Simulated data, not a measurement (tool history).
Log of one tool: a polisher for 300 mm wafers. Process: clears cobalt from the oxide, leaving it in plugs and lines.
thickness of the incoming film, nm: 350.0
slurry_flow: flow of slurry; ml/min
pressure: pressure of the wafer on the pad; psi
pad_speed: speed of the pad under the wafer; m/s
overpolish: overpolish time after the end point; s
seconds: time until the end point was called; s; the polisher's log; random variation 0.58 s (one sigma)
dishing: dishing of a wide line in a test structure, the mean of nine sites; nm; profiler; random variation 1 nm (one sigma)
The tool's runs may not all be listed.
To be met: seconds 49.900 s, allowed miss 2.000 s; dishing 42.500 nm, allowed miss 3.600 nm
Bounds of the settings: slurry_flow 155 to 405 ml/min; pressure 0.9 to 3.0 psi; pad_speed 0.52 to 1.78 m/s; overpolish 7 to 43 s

Run 1, hour 0.0: slurry_flow 260 ml/min, pressure 1.9 psi, pad_speed 1.14 m/s, overpolish 22 s. Result: seconds 63.755 s, dishing 44.252 nm.
Run 2, hour 3.8: slurry_flow 260 ml/min, pressure 1.9 psi, pad_speed 1.42 m/s, overpolish 22 s. Result: seconds 53.821 s, dishing 45.333 nm.
Run 3, hour 10.5: slurry_flow 225 ml/min, pressure 1.9 psi, pad_speed 1.42 m/s, overpolish 22 s. Result: seconds 54.027 s, dishing 44.471 nm.
Run 4, hour 17.2: slurry_flow 220 ml/min, pressure 1.9 psi, pad_speed 1.42 m/s, overpolish 21 s. Result: seconds 53.725 s, dishing 45.613 nm.
Run 5, hour 20.1: slurry_flow 220 ml/min, pressure 1.9 psi, pad_speed 1.20 m/s, overpolish 21 s. Result: seconds 61.676 s, dishing 45.541 nm.
Run 6, hour 22.4: slurry_flow 230 ml/min, pressure 2.0 psi, pad_speed 1.20 m/s, overpolish 18 s. Result: seconds 59.388 s, dishing 44.051 nm.
Run 7, hour 27.7: slurry_flow 235 ml/min, pressure 2.1 psi, pad_speed 1.20 m/s, overpolish 16 s. Result: seconds 58.304 s, dishing 42.689 nm.
Run 8, hour 32.6: slurry_flow 235 ml/min, pressure 2.1 psi, pad_speed 1.20 m/s, overpolish 16 s. Result: seconds 56.321 s, dishing 41.893 nm.
Run 9, hour 36.7: slurry_flow 235 ml/min, pressure 2.2 psi, pad_speed 1.20 m/s, overpolish 16 s. Result: seconds 54.816 s, dishing 43.870 nm.
Run 10, hour 39.1: slurry_flow 235 ml/min, pressure 2.4 psi, pad_speed 1.22 m/s, overpolish 8 s. Result: seconds 51.871 s, dishing 33.706 nm.
Run 11, hour 47.3: slurry_flow 235 ml/min, pressure 2.4 psi, pad_speed 1.22 m/s, overpolish 10 s. Result: seconds 50.727 s, dishing 36.615 nm.

Which of these 5 next moves meets every target?
Run A, hour 55.5: slurry_flow 245 ml/min, pressure 2.9 psi, pad_speed 0.98 m/s, overpolish 10 s. Result: seconds ?, dishing ?.
Run B, hour 55.5: slurry_flow 270 ml/min, pressure 2.8 psi, pad_speed 1.14 m/s, overpolish 9 s. Result: seconds ?, dishing ?.
Run C, hour 55.5: slurry_flow 270 ml/min, pressure 2.5 psi, pad_speed 1.18 m/s, overpolish 16 s. Result: seconds ?, dishing ?.
Run D, hour 55.5: slurry_flow 310 ml/min, pressure 2.4 psi, pad_speed 1.22 m/s, overpolish 8 s. Result: seconds ?, dishing ?.
Run E, hour 55.5: slurry_flow 240 ml/min, pressure 2.3 psi, pad_speed 1.20 m/s, overpolish 10 s. Result: seconds ?, dishing ?.

move  seconds  dishing
   A   53.920   37.757
   B   48.142   37.866
   C   51.300   45.024
   D   50.862   34.894
   E   54.738   37.506
A: further off than the last run
B: nearer than the last run, and not there yet
C: meets every target
D: further off than the last run
E: further off than the last run
Move C is the one to make.
